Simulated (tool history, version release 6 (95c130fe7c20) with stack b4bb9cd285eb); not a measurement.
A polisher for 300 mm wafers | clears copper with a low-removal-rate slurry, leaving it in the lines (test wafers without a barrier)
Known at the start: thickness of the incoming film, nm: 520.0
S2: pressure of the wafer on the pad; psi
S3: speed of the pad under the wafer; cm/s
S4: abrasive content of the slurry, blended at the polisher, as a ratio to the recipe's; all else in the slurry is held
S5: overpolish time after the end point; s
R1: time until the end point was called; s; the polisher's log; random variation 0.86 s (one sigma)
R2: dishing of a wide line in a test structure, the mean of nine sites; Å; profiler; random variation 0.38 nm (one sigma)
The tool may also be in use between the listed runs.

Run 1, hour 0: flow of slurry (ml/min) 165, S2 3.9 psi, S3 124 cm/s, S4 1, S5 15 s. Result: R1 96.935 s, R2 241.42 Å.
Run 2, hour 4.4: flow of slurry (ml/min) 165, S2 3.9 psi, S3 124 cm/s, S4 1, S5 12 s. Result: R1 99.012 s, R2 229.28 Å.
Run 3, hour 12.5: flow of slurry (ml/min) 165, S2 3.9 psi, S3 124 cm/s, S4 1, S5 7 s. Result: R1 99.066 s, R2 176.07 Å.
Run 4, hour 19.8: flow of slurry (ml/min) 165, S2 3.9 psi, S3 100 cm/s, S4 1, S5 7 s. Result: R1 114.28 s, R2 163.5 Å.
At hour 25.8: head pressure recalibrated.
Run 5, hour 25.8: flow of slurry (ml/min) 165, S2 3.9 psi, S3 100 cm/s, S4 1, S5 5 s. Result: R1 106.74 s, R2 137.44 Å.
Run 6, hour 32: flow of slurry (ml/min) 165, S2 4.5 psi, S3 114 cm/s, S4 1, S5 6 s. Result: R1 89.952 s, R2 173.13 Å.
Run 7, hour 35.7: flow of slurry (ml/min) 165, S2 5 psi, S3 122 cm/s, S4 1, S5 6 s. Result: R1 76.249 s, R2 186.68 Å.
Run 8, hour 39.4: flow of slurry (ml/min) 165, S2 5.3 psi, S3 128 cm/s, S4 1, S5 7 s. Result: R1 68.643 s, R2 210.75 Å.

Forecast run 9:
Run 9, hour 43.8: flow of slurry (ml/min) 165, S2 5.5 psi, S3 130 cm/s, S4 1, S5 7 s. Result: R1 ?, R2 ?.

Run 9 gave R1 67.763 s, R2 213.25 Å.

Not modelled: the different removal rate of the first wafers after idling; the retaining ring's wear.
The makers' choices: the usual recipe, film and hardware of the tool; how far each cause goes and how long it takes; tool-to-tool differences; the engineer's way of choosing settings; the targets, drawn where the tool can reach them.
